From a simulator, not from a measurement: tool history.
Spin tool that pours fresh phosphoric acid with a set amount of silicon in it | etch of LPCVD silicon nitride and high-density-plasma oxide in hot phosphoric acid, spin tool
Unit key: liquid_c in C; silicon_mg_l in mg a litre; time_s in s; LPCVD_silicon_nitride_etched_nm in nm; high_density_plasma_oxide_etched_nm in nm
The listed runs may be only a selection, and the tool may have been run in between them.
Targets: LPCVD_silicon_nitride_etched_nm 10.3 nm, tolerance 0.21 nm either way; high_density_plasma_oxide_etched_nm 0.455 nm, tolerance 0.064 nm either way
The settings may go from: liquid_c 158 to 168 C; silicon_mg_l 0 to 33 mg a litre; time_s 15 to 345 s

run,hour,liquid_c,silicon_mg_l,time_s,LPCVD_silicon_nitride_etched_nm,high_density_plasma_oxide_etched_nm
1,0,163,14.5,175,17.782,0.69596
2,8.5,163,6.5,175,17.813,0.84935
3,12.7,164.5,6.5,175,18.763,0.9554
4,15.1,163,6.5,175,17.796,0.82174
5,22.5,163,10.5,175,17.855,0.7486
6,29.1,163,10.5,135,13.709,0.58166
7,36.4,162.5,9,130,12.875,0.60547
8,37.9,162,9,130,12.756,0.58059
9,43.2,161.5,9,130,12.549,0.52136

Of the 4 settings listed for the next run, only one would bring every result within its allowed miss of target. Which one?
A,48.5,160.5,5.5,110,?,?
B,48.5,166.5,0,90,?,?
C,48.5,160.5,16.5,175,?,?
D,48.5,160.5,7.5,115,?,?

move,LPCVD_silicon_nitride_etched_nm,high_density_plasma_oxide_etched_nm
A,10.272,0.44501
B,10.248,0.62659
C,16.342,0.55064
D,10.739,0.44644
A: meets every target
B: the worst result of the last run now meets its target, but another is out of spec
C: lands further from the targets than the last run did
D: closes in on the targets versus the last run, not all within tolerance yet
The right move is A.
